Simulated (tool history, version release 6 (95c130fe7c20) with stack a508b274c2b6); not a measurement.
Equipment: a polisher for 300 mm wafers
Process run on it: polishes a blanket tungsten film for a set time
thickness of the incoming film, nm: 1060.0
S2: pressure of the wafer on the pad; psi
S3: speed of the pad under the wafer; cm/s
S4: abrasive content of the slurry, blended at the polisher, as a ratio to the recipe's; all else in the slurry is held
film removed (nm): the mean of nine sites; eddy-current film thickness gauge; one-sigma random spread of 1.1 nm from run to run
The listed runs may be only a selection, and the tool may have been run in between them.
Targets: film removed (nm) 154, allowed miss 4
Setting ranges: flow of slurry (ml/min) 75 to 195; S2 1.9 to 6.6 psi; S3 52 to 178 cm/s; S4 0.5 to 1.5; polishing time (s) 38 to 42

{"run": 1, "hour": 0.0, "flow of slurry (ml/min)": 125, "S2": 4.2, "S3": 114, "S4": 1, "polishing time (s)": 42, "film removed (nm)": 221.24}
{"run": 2, "hour": 4.5, "flow of slurry (ml/min)": 100, "S2": 4.2, "S3": 114, "S4": 1, "polishing time (s)": 42, "film removed (nm)": 211.46}
{"run": 3, "hour": 9.2, "flow of slurry (ml/min)": 100, "S2": 3.3, "S3": 114, "S4": 1, "polishing time (s)": 42, "film removed (nm)": 171.77}
{"run": 4, "hour": 14.9, "flow of slurry (ml/min)": 80, "S2": 3.3, "S3": 114, "S4": 1, "polishing time (s)": 42, "film removed (nm)": 165.51}
{"run": 5, "hour": 20.1, "flow of slurry (ml/min)": 80, "S2": 3.3, "S3": 98, "S4": 1, "polishing time (s)": 42, "film removed (nm)": 143.58}
{"run": 6, "hour": 25.6, "flow of slurry (ml/min)": 80, "S2": 3.3, "S3": 84, "S4": 1, "polishing time (s)": 42, "film removed (nm)": 126.94}
{"run": 7, "hour": 27.5, "flow of slurry (ml/min)": 85, "S2": 3.3, "S3": 84, "S4": 1, "polishing time (s)": 42, "film removed (nm)": 127.62}
{"run": 8, "hour": 35.9, "flow of slurry (ml/min)": 90, "S2": 3.3, "S3": 84, "S4": 1, "polishing time (s)": 42, "film removed (nm)": 129.65}
{"run": 9, "hour": 42.2, "flow of slurry (ml/min)": 95, "S2": 3.3, "S3": 84, "S4": 1, "polishing time (s)": 42, "film removed (nm)": 131.52}
{"run": 10, "hour": 42.7, "flow of slurry (ml/min)": 95, "S2": 3.3, "S3": 84, "S4": 1, "polishing time (s)": 42, "film removed (nm)": 131.83}
{"run": 11, "hour": 49.5, "flow of slurry (ml/min)": 100, "S2": 3.3, "S3": 84, "S4": 1, "polishing time (s)": 42, "film removed (nm)": 131.27}
{"run": 12, "hour": 55.6, "flow of slurry (ml/min)": 135, "S2": 3.9, "S3": 84, "S4": 1, "polishing time (s)": 42, "film removed (nm)": 162.49}
{"run": 13, "hour": 62.1, "flow of slurry (ml/min)": 125, "S2": 3.9, "S3": 84, "S4": 1, "polishing time (s)": 42, "film removed (nm)": 159.95}

Exactly one of the 4 candidate moves below puts every result within its allowed miss. Which one?
{"run": "A", "hour": 68.6, "flow of slurry (ml/min)": 145, "S2": 3.9, "S3": 86, "S4": 1.2, "polishing time (s)": 40, "film removed (nm)": "?"}
{"run": "B", "hour": 68.6, "flow of slurry (ml/min)": 180, "S2": 3.5, "S3": 94, "S4": 0.9, "polishing time (s)": 39, "film removed (nm)": "?"}
{"run": "C", "hour": 68.6, "flow of slurry (ml/min)": 150, "S2": 4.1, "S3": 78, "S4": 1.05, "polishing time (s)": 42, "film removed (nm)": "?"}
{"run": "D", "hour": 68.6, "flow of slurry (ml/min)": 110, "S2": 4.3, "S3": 74, "S4": 0.95, "polishing time (s)": 41, "film removed (nm)": "?"}

move=A film_removed_(nm)=162.59
move=B film_removed_(nm)=152.11
move=C film_removed_(nm)=160.3
move=D film_removed_(nm)=144.98
A: its largest miss is bigger than the last run's
B: meets every target
C: its largest miss is bigger than the last run's
D: carries the result that was furthest off beyond its target, to the other side
The right move is B.
